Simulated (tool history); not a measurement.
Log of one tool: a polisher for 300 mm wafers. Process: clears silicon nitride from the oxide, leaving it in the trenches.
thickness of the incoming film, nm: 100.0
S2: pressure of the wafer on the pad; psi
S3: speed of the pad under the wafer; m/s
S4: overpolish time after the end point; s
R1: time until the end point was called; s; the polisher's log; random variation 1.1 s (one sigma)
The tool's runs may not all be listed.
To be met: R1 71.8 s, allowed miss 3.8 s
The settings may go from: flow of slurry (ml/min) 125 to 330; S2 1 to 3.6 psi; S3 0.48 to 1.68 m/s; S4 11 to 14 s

Run 1, hour 0: flow of slurry (ml/min) 210, S2 2.3 psi, S3 1.08 m/s, S4 14 s. Result: R1 118.17 s.
Run 2, hour 7.8: flow of slurry (ml/min) 210, S2 2.5 psi, S3 1.1 m/s, S4 14 s. Result: R1 112.85 s.
Run 3, hour 10.8: flow of slurry (ml/min) 210, S2 2.7 psi, S3 1.14 m/s, S4 14 s. Result: R1 102.77 s.
Run 4, hour 13.6: flow of slurry (ml/min) 240, S2 2.7 psi, S3 1.14 m/s, S4 14 s. Result: R1 101.88 s.
Run 5, hour 17.4: flow of slurry (ml/min) 240, S2 3.2 psi, S3 1.14 m/s, S4 14 s. Result: R1 89.528 s.
Run 6, hour 18.1: flow of slurry (ml/min) 240, S2 3.2 psi, S3 1.14 m/s, S4 14 s. Result: R1 89.282 s.
Run 7, hour 26: flow of slurry (ml/min) 240, S2 3.3 psi, S3 1.18 m/s, S4 14 s. Result: R1 84.935 s.
Run 8, hour 32.3: flow of slurry (ml/min) 240, S2 3.4 psi, S3 1.2 m/s, S4 14 s. Result: R1 80.435 s.
Run 9, hour 35.1: flow of slurry (ml/min) 240, S2 3.4 psi, S3 1.22 m/s, S4 14 s. Result: R1 79.211 s.
Run 10, hour 41.7: flow of slurry (ml/min) 240, S2 3.4 psi, S3 1.24 m/s, S4 14 s. Result: R1 80.081 s.
Run 11, hour 44.9: flow of slurry (ml/min) 240, S2 3.4 psi, S3 1.26 m/s, S4 14 s. Result: R1 76.477 s.

5 next moves are on the table. One of them brings every result within its allowed miss. Which?
Run A, hour 48.1: flow of slurry (ml/min) 265, S2 3.2 psi, S3 1.3 m/s, S4 14 s. Result: R1 ?.
Run B, hour 48.1: flow of slurry (ml/min) 280, S2 3.3 psi, S3 1.22 m/s, S4 14 s. Result: R1 ?.
Run C, hour 48.1: flow of slurry (ml/min) 250, S2 3.3 psi, S3 1.28 m/s, S4 14 s. Result: R1 ?.
Run D, hour 48.1: flow of slurry (ml/min) 250, S2 3.5 psi, S3 1.18 m/s, S4 11 s. Result: R1 ?.
Run E, hour 48.1: flow of slurry (ml/min) 150, S2 3.6 psi, S3 1.38 m/s, S4 14 s. Result: R1 ?.

move      R1
   A  78.815
   B  80.691
   C  78.403
   D  80.071
   E  74.071
A: further off than the last run
B: further off than the last run
C: further off than the last run
D: further off than the last run
E: meets every target
Move E is the one to make.
